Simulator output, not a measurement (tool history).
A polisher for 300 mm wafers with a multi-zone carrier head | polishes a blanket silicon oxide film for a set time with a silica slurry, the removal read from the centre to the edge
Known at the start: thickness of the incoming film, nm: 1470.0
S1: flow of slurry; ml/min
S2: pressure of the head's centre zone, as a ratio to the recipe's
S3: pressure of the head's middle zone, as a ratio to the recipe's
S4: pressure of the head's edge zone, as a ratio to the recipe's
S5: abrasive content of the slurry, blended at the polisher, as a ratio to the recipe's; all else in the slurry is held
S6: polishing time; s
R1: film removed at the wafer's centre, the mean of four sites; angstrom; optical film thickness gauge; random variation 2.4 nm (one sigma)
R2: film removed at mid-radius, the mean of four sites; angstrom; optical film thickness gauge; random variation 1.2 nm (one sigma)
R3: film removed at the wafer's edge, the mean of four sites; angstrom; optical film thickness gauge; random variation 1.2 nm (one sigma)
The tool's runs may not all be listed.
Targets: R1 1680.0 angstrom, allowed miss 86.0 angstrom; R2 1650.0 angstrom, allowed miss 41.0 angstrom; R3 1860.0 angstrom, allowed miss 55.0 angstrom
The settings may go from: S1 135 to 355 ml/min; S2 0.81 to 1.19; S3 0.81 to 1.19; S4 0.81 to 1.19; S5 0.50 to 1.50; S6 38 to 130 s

run,hour,S1,S2,S3,S4,S5,S6,R1,R2,R3
1,0.0,225,1.00,1.00,1.00,1.00,84,2304.6,2358.9,2455.2
2,7.4,225,1.00,1.00,1.07,1.00,84,2362.1,2371.7,2521.5
3,15.7,220,0.99,0.99,1.05,0.95,84,2216.8,2305.1,2446.1
4,19.0,220,1.06,0.99,1.05,0.95,84,2380.3,2291.1,2458.4
5,19.8,220,1.06,0.97,1.03,0.90,84,2368.7,2191.7,2368.9
6,21.9,215,1.04,0.96,1.02,0.85,84,2199.5,2115.1,2287.0
7,26.5,175,0.98,0.86,0.92,0.60,83,1610.6,1584.5,1705.6
8,28.6,180,0.98,0.86,0.93,0.60,83,1619.7,1592.3,1720.1
9,33.6,185,0.98,0.86,0.94,0.60,83,1634.3,1562.2,1727.5
10,36.5,185,0.98,0.87,0.95,0.60,83,1633.2,1590.0,1732.1

4 next moves are on the table. One of them brings every result within its allowed miss. Which?
A,39.4,165,0.97,0.81,1.01,0.70,79,?,?,?
B,39.4,210,0.99,0.81,1.07,0.55,87,?,?,?
C,39.4,165,0.95,0.84,1.07,0.55,95,?,?,?
D,39.4,195,0.99,0.91,1.06,0.70,76,?,?,?

move,R1,R2,R3
A,1658.5,1563.8,1854.7
B,1671.9,1537.4,1857.7
C,1679.1,1646.2,1972.0
D,1679.6,1640.1,1862.4
A: brings the result that was furthest off to its target, and leaves another outside
B: brings the result that was furthest off to its target, and leaves another outside
C: takes the result that was furthest off past its target
D: meets every target
Answer: D
